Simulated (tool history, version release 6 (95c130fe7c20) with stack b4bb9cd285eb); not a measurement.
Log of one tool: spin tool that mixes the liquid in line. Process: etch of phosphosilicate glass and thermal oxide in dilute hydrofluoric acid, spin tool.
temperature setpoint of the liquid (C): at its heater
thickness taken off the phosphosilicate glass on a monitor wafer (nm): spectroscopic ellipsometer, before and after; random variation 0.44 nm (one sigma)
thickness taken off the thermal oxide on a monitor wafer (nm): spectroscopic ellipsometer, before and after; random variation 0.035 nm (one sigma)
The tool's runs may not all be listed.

run	hour	temperature setpoint of the liquid (C)	parts of water to one part of 49 % hydrofluoric acid (parts by volume)	time under the liquid (s)	thickness taken off the phosphosilicate glass on a monitor wafer (nm)	thickness taken off the thermal oxide on a monitor wafer (nm)
1	0.0	22.0	170	65	48.207	1.55800
2	6.8	22.0	170	40	29.780	0.91535
3	10.7	24.5	165	40	34.141	1.03570
4	15.9	25.5	160	40	35.441	1.16130
5	23.2	25.0	145	40	40.177	1.21760
6	32.1	25.0	145	65	64.742	1.90550
7	34.4	23.0	150	65	58.311	1.82260
8	39.5	22.0	155	65	53.226	1.73520
9	45.5	22.0	165	65	49.544	1.58890
10	47.3	21.5	165	65	48.552	1.50880
11	52.5	21.0	165	65	48.077	1.46390
# hour 53.3: hydrofluoric acid flow meter replaced
12	53.3	21.0	165	65	50.846	1.62820

Forecast run 13:
13	54.5	21.0	165	65	?	?

{"run 13": {"thickness taken off the phosphosilicate glass on a monitor wafer (nm)": 51.546, "thickness taken off the thermal oxide on a monitor wafer (nm)": 1.6136}}
